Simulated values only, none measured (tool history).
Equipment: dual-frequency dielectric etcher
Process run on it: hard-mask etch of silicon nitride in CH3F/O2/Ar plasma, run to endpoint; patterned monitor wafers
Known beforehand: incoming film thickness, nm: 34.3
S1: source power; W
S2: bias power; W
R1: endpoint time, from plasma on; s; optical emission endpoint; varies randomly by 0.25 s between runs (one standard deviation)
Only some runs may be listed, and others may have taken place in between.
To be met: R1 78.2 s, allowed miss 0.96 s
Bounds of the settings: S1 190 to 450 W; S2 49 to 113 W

run 1 hour=0 | S1=320 S2=81 | R1=50.574
run 2 hour=2.4 | S1=290 S2=81 | R1=53.841
run 3 hour=7.6 | S1=290 S2=73 | R1=56.724
run 4 hour=8.8 | S1=260 S2=73 | R1=61.218
run 5 hour=15.6 | S1=290 S2=73 | R1=57.028
run 6 hour=17.8 | S1=320 S2=73 | R1=53.317
run 7 hour=25 | S1=310 S2=71 | R1=55.661
run 8 hour=29 | S1=300 S2=69 | R1=57.289
run 9 hour=32.1 | S1=290 S2=68 | R1=59.293
run 10 hour=38.1 | S1=280 S2=67 | R1=61.068
run 11 hour=44 | S1=280 S2=67 | R1=61.28
run 12 hour=47.6 | S1=270 S2=66 | R1=63.151
run 13 hour=50 | S1=260 S2=65 | R1=65.716
run 14 hour=57 | S1=250 S2=65 | R1=67.507
run 15 hour=58.4 | S1=190 S2=50 | R1=105.04
run 16 hour=65 | S1=200 S2=50 | R1=98.726
run 17 hour=70.7 | S1=210 S2=50 | R1=92.898
run 18 hour=76.4 | S1=270 S2=51 | R1=73.958
-- hour=84.7 bias power generator calibrated
run 19 hour=84.7 | S1=260 S2=51 | R1=76.948

Exercise: of the 4 proposed moves below, exactly one satisfies all targets within the stated allowed misses. Which move is it?
run A hour=93 | S1=240 S2=55 | R1=?
run B hour=93 | S1=270 S2=50 | R1=?
run C hour=93 | S1=240 S2=57 | R1=?
run D hour=93 | S1=250 S2=54 | R1=?

move=A R1=77.591
move=B R1=75.579
move=C R1=75.867
move=D R1=76.094
A: all results in spec
B: the biggest miss grows against the last run
C: the biggest miss grows against the last run
D: the biggest miss grows against the last run
Move A is the one to make.
